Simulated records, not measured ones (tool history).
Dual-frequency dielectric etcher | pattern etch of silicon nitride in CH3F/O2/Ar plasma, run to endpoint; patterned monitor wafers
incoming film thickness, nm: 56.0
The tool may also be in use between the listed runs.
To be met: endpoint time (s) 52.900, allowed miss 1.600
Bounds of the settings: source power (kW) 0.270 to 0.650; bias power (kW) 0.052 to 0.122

run  hour  source power (kW)  bias power (kW)  endpoint time (s)
  1   0.0              0.460            0.087             64.747
  2   7.2              0.410            0.087             68.024
  3   9.8              0.380            0.087             71.047
  4  15.8              0.440            0.090             66.038
  5  23.6              0.440            0.078             67.395
  6  28.6              0.500            0.082             60.837
  7  31.1              0.500            0.082             61.390
  8  37.7              0.530            0.083             59.818
  9  44.8              0.560            0.084             57.206
 10  53.4              0.580            0.085             55.299
 11  61.1              0.590            0.085             55.343
 12  69.7              0.600            0.086             54.978

4 next moves are on the table. One of them brings every result within its allowed miss. Which?
  A  78.3              0.630            0.090                  ?
  B  78.3              0.470            0.114                  ?
  C  78.3              0.590            0.083                  ?
  D  78.3              0.570            0.085                  ?

move  endpoint time (s)
   A             52.697
   B             57.266
   C             55.964
   D             56.596
A: meets every target
B: further off than the last run
C: further off than the last run
D: further off than the last run
The right move is A.
